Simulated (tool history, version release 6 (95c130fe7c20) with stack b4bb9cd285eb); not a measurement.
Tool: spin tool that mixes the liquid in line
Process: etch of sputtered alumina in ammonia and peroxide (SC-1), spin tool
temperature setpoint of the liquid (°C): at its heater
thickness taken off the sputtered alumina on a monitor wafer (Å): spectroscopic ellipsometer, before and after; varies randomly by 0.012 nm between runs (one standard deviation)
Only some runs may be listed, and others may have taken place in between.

| run | hour | temperature setpoint of the liquid (°C) | parts of 29 % ammonia solution to one part of 30 % peroxide (parts by volume) | time under the liquid (s) | thickness taken off the sputtered alumina on a monitor wafer (Å) |
|---|---|---|---|---|---|
| 1 | 0 | 51 | 0.5 | 45 | 26.466 |
| 2 | 4.2 | 51 | 0.5 | 45 | 26.315 |
| 3 | 10.5 | 54 | 0.5 | 45 | 31.284 |
| 4 | 15.9 | 53 | 0.5 | 45 | 29.648 |
| 5 | 23.3 | 53 | 0.6 | 45 | 30.157 |
| 6 | 25.2 | 50.5 | 0.6 | 45 | 26.411 |

Forecast run 7:
| 7 | 29.7 | 50 | 0.6 | 45 | ? |

thickness taken off the sputtered alumina on a monitor wafer (Å): 25.535
